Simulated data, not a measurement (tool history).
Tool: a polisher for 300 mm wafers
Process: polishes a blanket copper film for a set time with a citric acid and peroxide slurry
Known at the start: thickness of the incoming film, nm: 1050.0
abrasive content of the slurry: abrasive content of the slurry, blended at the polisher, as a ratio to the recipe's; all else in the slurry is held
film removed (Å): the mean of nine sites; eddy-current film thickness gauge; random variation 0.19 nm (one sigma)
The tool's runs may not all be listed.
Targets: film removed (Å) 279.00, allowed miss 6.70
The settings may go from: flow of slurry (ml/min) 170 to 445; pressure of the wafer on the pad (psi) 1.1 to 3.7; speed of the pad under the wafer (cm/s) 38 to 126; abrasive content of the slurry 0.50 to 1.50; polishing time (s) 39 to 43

run	day	flow of slurry (ml/min)	pressure of the wafer on the pad (psi)	speed of the pad under the wafer (cm/s)	abrasive content of the slurry	polishing time (s)	film removed (Å)
1	0.000	285	2.4	82	1.00	43	544.41
2	0.333	285	2.4	82	1.00	43	542.35
3	0.658	285	2.0	82	1.00	43	462.81
4	0.833	280	1.8	80	1.00	43	409.38
5	1.012	280	2.1	80	1.00	43	468.65
6	1.167	280	2.1	80	1.20	43	483.85
7	1.350	275	1.9	78	1.20	43	435.98
8	1.646	270	1.7	76	1.20	43	382.23
9	1.962	270	1.7	76	1.20	43	386.34
10	2.262	265	1.6	74	1.20	43	356.73
11	2.517	255	1.5	74	1.20	43	333.43
12	2.746	240	1.4	74	1.20	43	312.47
13	3.008	240	1.4	74	1.20	43	312.47
14	3.267	225	1.4	74	1.20	43	312.06
15	3.588	215	1.4	74	1.20	43	312.98
16	3.625	210	1.3	74	1.20	43	289.02
17	3.867	205	1.3	74	1.20	43	287.23
18	4.071	200	1.3	74	1.20	43	288.69
19	4.362	195	1.3	74	1.20	43	285.91
20	4.629	190	1.2	74	1.20	43	271.15
21	4.992	195	1.2	74	1.20	43	268.09
22	5.292	195	1.2	74	1.20	43	266.81
23	5.596	205	1.2	74	1.20	43	270.87
24	5.650	210	1.2	74	1.20	43	268.99
25	5.758	215	1.2	74	1.20	43	268.73
26	5.879	220	1.2	74	1.20	43	269.23

Which of these 4 next moves meets every target?
A	6.000	220	1.2	80	1.30	39	?
B	6.000	190	1.3	78	1.25	42	?
C	6.000	205	1.1	94	1.30	43	?
D	6.000	220	1.5	68	1.00	39	?

move	film removed (Å)
A	261.33
B	293.77
C	291.86
D	280.03
A: further off than the last run
B: takes the result that was furthest off past its target
C: takes the result that was furthest off past its target
D: meets every target
Answer: D
